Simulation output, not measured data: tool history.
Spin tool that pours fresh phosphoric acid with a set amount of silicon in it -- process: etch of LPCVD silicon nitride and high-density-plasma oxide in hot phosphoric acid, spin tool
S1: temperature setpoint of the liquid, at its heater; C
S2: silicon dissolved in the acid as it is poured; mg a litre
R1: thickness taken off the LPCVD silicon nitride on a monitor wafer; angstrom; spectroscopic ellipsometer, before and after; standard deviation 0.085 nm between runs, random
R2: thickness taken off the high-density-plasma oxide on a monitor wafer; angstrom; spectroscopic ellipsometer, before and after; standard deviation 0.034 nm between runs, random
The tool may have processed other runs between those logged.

Run 1, hour 0: S1 164 C, S2 11.5 mg a litre, time under the liquid (s) 85. Result: R1 74.838 angstrom, R2 3.6386 angstrom.
Run 2, hour 8.7: S1 164 C, S2 11.5 mg a litre, time under the liquid (s) 115. Result: R1 100.42 angstrom, R2 5.0875 angstrom.
Run 3, hour 13.1: S1 164 C, S2 11.5 mg a litre, time under the liquid (s) 130. Result: R1 113.95 angstrom, R2 5.3673 angstrom.
Run 4, hour 13.7: S1 164 C, S2 12.5 mg a litre, time under the liquid (s) 130. Result: R1 113.54 angstrom, R2 5.0396 angstrom.
Run 5, hour 22.5: S1 164 C, S2 13 mg a litre, time under the liquid (s) 130. Result: R1 113.98 angstrom, R2 4.6927 angstrom.
Run 6, hour 28.6: S1 164 C, S2 13 mg a litre, time under the liquid (s) 150. Result: R1 131.83 angstrom, R2 5.3505 angstrom.
At hour 34.9: heated supply line repaired.
Run 7, hour 34.9: S1 164 C, S2 12.5 mg a litre, time under the liquid (s) 150. Result: R1 145.4 angstrom, R2 7.3397 angstrom.
Run 8, hour 42.8: S1 163.5 C, S2 12.5 mg a litre, time under the liquid (s) 150. Result: R1 144.7 angstrom, R2 7.2738 angstrom.
Run 9, hour 48.9: S1 164 C, S2 12 mg a litre, time under the liquid (s) 150. Result: R1 147.03 angstrom, R2 7.2382 angstrom.
Run 10, hour 51.8: S1 163.5 C, S2 12.5 mg a litre, time under the liquid (s) 150. Result: R1 144.32 angstrom, R2 7.0799 angstrom.
Run 11, hour 60.2: S1 163.5 C, S2 13 mg a litre, time under the liquid (s) 150. Result: R1 143.31 angstrom, R2 7.0155 angstrom.
Run 12, hour 62.4: S1 163.5 C, S2 13.5 mg a litre, time under the liquid (s) 150. Result: R1 143.43 angstrom, R2 7.2075 angstrom.
Run 13, hour 63.9: S1 163.5 C, S2 14 mg a litre, time under the liquid (s) 150. Result: R1 143.9 angstrom, R2 6.2775 angstrom.
Run 14, hour 67.8: S1 163.5 C, S2 14 mg a litre, time under the liquid (s) 150. Result: R1 144.79 angstrom, R2 7.5419 angstrom.
Run 15, hour 72.4: S1 164.5 C, S2 13 mg a litre, time under the liquid (s) 140. Result: R1 140.08 angstrom, R2 6.2363 angstrom.
Run 16, hour 74.8: S1 164.5 C, S2 13.5 mg a litre, time under the liquid (s) 140. Result: R1 139.6 angstrom, R2 6.8836 angstrom.
Run 17, hour 83.5: S1 164 C, S2 13.5 mg a litre, time under the liquid (s) 140. Result: R1 138.18 angstrom, R2 6.8429 angstrom.
Run 18, hour 88.1: S1 163 C, S2 13 mg a litre, time under the liquid (s) 140. Result: R1 132.13 angstrom, R2 6.3979 angstrom.
Run 19, hour 92.1: S1 163.5 C, S2 13 mg a litre, time under the liquid (s) 140. Result: R1 133.68 angstrom, R2 6.7158 angstrom.
Run 20, hour 101.2: S1 164 C, S2 12.5 mg a litre, time under the liquid (s) 140. Result: R1 135.37 angstrom, R2 7.5639 angstrom.
Run 21, hour 109.3: S1 163.5 C, S2 12.5 mg a litre, time under the liquid (s) 140. Result: R1 133.5 angstrom, R2 6.9969 angstrom.
Run 22, hour 112.4: S1 163.5 C, S2 13 mg a litre, time under the liquid (s) 140. Result: R1 136.88 angstrom, R2 6.3264 angstrom.

The next listed run, before its measurement:
Run 23, hour 118.3: S1 164 C, S2 13.5 mg a litre, time under the liquid (s) 140. Result: R1 ?, R2 ?.

Run 23 gave R1 135.67 angstrom, R2 6.9267 angstrom.

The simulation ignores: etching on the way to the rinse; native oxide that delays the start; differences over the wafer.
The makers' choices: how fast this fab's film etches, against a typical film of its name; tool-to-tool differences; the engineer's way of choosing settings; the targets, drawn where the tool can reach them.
